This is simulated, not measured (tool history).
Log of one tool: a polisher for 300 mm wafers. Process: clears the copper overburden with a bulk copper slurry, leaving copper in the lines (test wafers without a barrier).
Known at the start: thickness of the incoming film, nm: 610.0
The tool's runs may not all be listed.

run   hour  flow of slurry (ml/min)  pressure of the wafer on the pad (psi)  speed of the pad under the wafer (cm/s)  abrasive content of the slurry  overpolish time after the end point (s)  time until the end point was called (s)  dishing of a wide line in a test structure (Å)
  1    0.0                      280                                     2.2                                       88                            1.00                                       30                                   86.276                                          952.48
  2    5.7                      320                                     2.2                                       88                            1.00                                       30                                   84.281                                          936.16
  3    8.2                      320                                     2.7                                       88                            1.00                                       30                                   66.549                                         1084.80
  4    9.6                      320                                     2.7                                       88                            0.90                                       30                                   72.951                                         1044.90
  5   18.2                      320                                     2.7                                       88                            0.70                                       30                                   72.762                                         1056.00
  6   20.5                      320                                     2.7                                       88                            0.80                                       30                                   70.561                                         1049.00
  7   27.0                      350                                     2.3                                       82                            0.75                                       25                                   93.517                                          827.62
  8   28.4                      270                                     1.7                                       60                            1.00                                       11                                  155.150                                          282.05
  9   29.7                      265                                     1.7                                       60                            1.05                                       11                                  158.660                                          291.82
 10   38.3                      240                                     1.8                                       58                            1.00                                       11                                  157.720                                          284.21
 11   42.1                      225                                     1.9                                       58                            1.10                                       11                                  144.220                                          302.07
 12   43.5                      210                                     1.9                                       58                            1.20                                       11                                  147.190                                          305.45
 13   46.9                      200                                     2.0                                       58                            1.05                                       11                                  146.970                                          308.23
 14   53.2                      230                                     1.9                                       58                            1.15                                       11                                  145.980                                          308.64
 15   55.5                      215                                     1.9                                       58                            1.10                                       11                                  151.390                                          301.26
 16   60.9                      270                                     1.8                                       56                            1.20                                       11                                  155.370                                          294.11
 17   66.6                      245                                     1.9                                       56                            1.10                                       11                                  153.100                                          292.19
 18   70.5                      240                                     2.0                                       54                            1.10                                       11                                  150.570                                          305.36
 19   75.3                      225                                     1.9                                       58                            1.10                                       11                                  146.830                                          299.03
 20   82.0                      210                                     1.9                                       60                            1.05                                       11                                  150.090                                          308.90
 21   84.3                      255                                     1.8                                       58                            1.15                                       11                                  149.800                                          300.49
 22   88.9                      235                                     1.8                                       58                            1.25                                       11                                  151.140                                          292.85
 23   94.0                      220                                     1.8                                       60                            1.30                                       11                                  144.900                                          309.09
 24   96.9                      210                                     1.8                                       60                            1.35                                       11                                  147.000                                          312.63
 25  104.6                      260                                     1.8                                       58                            1.20                                       11                                  151.240                                          297.82

Forecast run 26:
 26  106.0                      245                                     1.8                                       58                            1.25                                       11                                        ?                                               ?

time until the end point was called (s): 150.030
dishing of a wide line in a test structure (Å): 301.35
